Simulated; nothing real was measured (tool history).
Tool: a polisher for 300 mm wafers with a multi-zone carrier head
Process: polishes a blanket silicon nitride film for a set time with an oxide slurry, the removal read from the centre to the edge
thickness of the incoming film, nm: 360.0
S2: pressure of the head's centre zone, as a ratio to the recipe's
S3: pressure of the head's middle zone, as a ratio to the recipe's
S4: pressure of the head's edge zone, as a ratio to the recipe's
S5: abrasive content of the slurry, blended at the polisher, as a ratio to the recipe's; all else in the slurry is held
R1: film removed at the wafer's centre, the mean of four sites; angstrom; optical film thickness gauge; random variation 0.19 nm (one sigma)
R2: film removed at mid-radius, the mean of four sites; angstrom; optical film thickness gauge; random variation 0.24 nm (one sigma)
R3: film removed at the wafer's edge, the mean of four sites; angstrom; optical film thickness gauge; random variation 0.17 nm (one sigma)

Run 1, hour 0: flow of slurry (ml/min) 260, S2 1, S3 1, S4 1, S5 1, polishing time (s) 40. Result: R1 173.17 angstrom, R2 171.65 angstrom, R3 165.85 angstrom.
Run 2, hour 7.8: flow of slurry (ml/min) 260, S2 1, S3 1, S4 0.92, S5 1, polishing time (s) 40. Result: R1 172.14 angstrom, R2 169.07 angstrom, R3 161.16 angstrom.
Run 3, hour 12.2: flow of slurry (ml/min) 260, S2 1, S3 1, S4 0.92, S5 1, polishing time (s) 34. Result: R1 143.75 angstrom, R2 144.25 angstrom, R3 137.94 angstrom.
Run 4, hour 17.2: flow of slurry (ml/min) 260, S2 1, S3 1, S4 0.92, S5 1, polishing time (s) 42. Result: R1 178.96 angstrom, R2 177.11 angstrom, R3 169.96 angstrom.
Run 5, hour 19.2: flow of slurry (ml/min) 265, S2 0.97, S3 1.02, S4 0.94, S5 1, polishing time (s) 42. Result: R1 172.2 angstrom, R2 180.75 angstrom, R3 170.97 angstrom.
Run 6, hour 26.7: flow of slurry (ml/min) 265, S2 1.05, S3 1.02, S4 0.94, S5 1, polishing time (s) 42. Result: R1 187.08 angstrom, R2 180.06 angstrom, R3 172.24 angstrom.
Run 7, hour 35.1: flow of slurry (ml/min) 270, S2 1.02, S3 1.04, S4 0.96, S5 1, polishing time (s) 42. Result: R1 189.11 angstrom, R2 182.41 angstrom, R3 175.51 angstrom.
Run 8, hour 35.9: flow of slurry (ml/min) 260, S2 0.98, S3 1.06, S4 0.96, S5 1.05, polishing time (s) 42. Result: R1 183.24 angstrom, R2 194.47 angstrom, R3 174.28 angstrom.

Run 9 comes next. What will it give?
Run 9, hour 39.8: flow of slurry (ml/min) 265, S2 0.95, S3 1.05, S4 0.98, S5 1.05, polishing time (s) 42. Result: R1 ?, R2 ?, R3 ?.

R1: 170.62 angstrom
R2: 188.98 angstrom
R3: 178.35 angstrom

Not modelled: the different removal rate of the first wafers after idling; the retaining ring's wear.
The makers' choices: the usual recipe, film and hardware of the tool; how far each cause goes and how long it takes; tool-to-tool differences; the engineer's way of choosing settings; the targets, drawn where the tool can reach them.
